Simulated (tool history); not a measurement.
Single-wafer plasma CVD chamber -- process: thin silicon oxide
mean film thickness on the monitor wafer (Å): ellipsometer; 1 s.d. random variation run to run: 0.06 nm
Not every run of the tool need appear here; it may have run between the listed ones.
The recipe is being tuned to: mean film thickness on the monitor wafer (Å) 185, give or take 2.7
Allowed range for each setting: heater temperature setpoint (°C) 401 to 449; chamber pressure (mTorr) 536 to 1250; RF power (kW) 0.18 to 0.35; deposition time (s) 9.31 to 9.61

run,hour,heater temperature setpoint (°C),chamber pressure (mTorr),RF power (kW),deposition time (s),mean film thickness on the monitor wafer (Å)
1,0,425,893,0.265,9.31,164.87
2,3.4,425,893,0.25,9.31,159.7
3,9.6,425,911,0.25,9.31,162.06
4,14.3,425,928,0.25,9.31,164.11
5,19.4,425,928,0.265,9.31,168.04
6,24.8,425,776,0.265,9.31,152.23
7,25.6,425,809,0.265,9.31,155.6
8,26.8,425,988,0.27,9.31,176.56
9,34.7,425,996,0.27,9.31,176.7
10,38.7,425,1004,0.27,9.31,178.6

4 next moves are on the table. One of them brings every result within its allowed miss. Which?
A,42.7,428,1024,0.265,9.45,?
B,42.7,421,935,0.275,9.31,?
C,42.7,423,983,0.27,9.31,?
D,42.7,421,935,0.305,9.51,?

move,mean film thickness on the monitor wafer (Å)
A,180.83
B,173.18
C,176.35
D,185.33
A: better than the last run, though not everything is in spec
B: its largest miss is bigger than the last run's
C: its largest miss is bigger than the last run's
D: every result within its allowed miss
The right move is D.
